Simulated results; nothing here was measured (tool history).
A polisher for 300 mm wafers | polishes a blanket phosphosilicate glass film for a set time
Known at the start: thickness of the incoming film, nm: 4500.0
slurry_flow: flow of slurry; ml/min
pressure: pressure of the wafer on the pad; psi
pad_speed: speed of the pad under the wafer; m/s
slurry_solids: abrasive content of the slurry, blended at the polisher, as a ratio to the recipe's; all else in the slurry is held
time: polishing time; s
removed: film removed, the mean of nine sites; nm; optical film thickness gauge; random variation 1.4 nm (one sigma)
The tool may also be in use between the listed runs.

run,hour,slurry_flow,pressure,pad_speed,slurry_solids,time,removed
1,0,260,2.4,0.82,1,31,159.61
2,6.9,260,2.8,0.82,1,31,172.42
3,12.4,260,2.4,0.8,1,31,154.08
4,18.4,260,2.6,0.8,1,31,164.27
5,21.2,260,2.6,0.92,1,31,179.48
# hour 26.6: head pressure recalibrated
6,26.6,260,2.6,0.92,1.15,31,203.28

Run 7 comes next. What will it give?
7,34,260,2.2,0.86,1.15,31,?

{"run 7": {"removed": 171.28}}
